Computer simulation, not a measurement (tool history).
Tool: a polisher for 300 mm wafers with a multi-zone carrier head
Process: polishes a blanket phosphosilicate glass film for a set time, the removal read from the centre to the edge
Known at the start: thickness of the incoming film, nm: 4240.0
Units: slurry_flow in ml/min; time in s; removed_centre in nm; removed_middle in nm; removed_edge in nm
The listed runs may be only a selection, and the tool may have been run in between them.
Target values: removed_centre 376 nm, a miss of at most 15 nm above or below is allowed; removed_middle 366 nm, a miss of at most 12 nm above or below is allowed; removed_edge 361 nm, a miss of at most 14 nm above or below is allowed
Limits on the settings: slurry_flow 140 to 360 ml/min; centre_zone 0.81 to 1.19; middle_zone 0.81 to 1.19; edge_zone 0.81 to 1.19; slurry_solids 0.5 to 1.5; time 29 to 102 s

run  hour  slurry_flow  centre_zone  middle_zone  edge_zone  slurry_solids  time  removed_centre  removed_middle  removed_edge
  1     0          230            1            1          1              1    65          461.51          424.91        439.28
  2   2.1          230            1         0.94          1              1    65          460.64          402.42        444.87
  3   7.9          230            1         0.94          1           0.85    65          431.13          370.56        412.52
  4    11          225         0.99         0.95       0.98           0.85    65          423.48          384.98        402.61
  5    19          225         0.99         0.95       0.98           0.85    55           361.9          316.49        349.19
  6  24.7          250         0.99         0.95       0.98           0.85    55          355.29          331.46        348.44
  7  25.4          255            1         0.96       0.98           0.85    55          372.57          327.66        350.23
  8  29.9          260            1         0.97       0.98           0.85    55          370.63          330.79        358.11
  9  35.2          290         1.01         1.07       0.91           0.85    55          370.71          363.83        333.97
     38.5  -- centre zone pressure recalibrated
 10  38.5          290         1.01         1.07       0.92           0.85    55          352.62          367.22        346.02
 11    41          290         1.02         1.07       0.92           0.85    55          358.94          364.97        346.44

Which of these 4 next moves meets every target?
  A  43.5          230         0.96          1.1       1.03           0.85    56               ?               ?             ?
  B  43.5          200            1         1.13       1.04            0.9    54               ?               ?             ?
  C  43.5          330         1.13         1.09       0.88           0.75    57               ?               ?             ?
  D  43.5          245         1.07         1.05       0.96           0.95    55               ?               ?             ?

move  removed_centre  removed_middle  removed_edge
   A          341.44          377.71        357.55
   B          340.24          374.71        349.69
   C          387.17          375.84        330.24
   D          381.79          375.06        356.83
A: misses by more than the last run did
B: misses by more than the last run did
C: corrects the largest miss of the last run, while another result sits out of spec
D: all results land within tolerance of their targets
D meets every target.
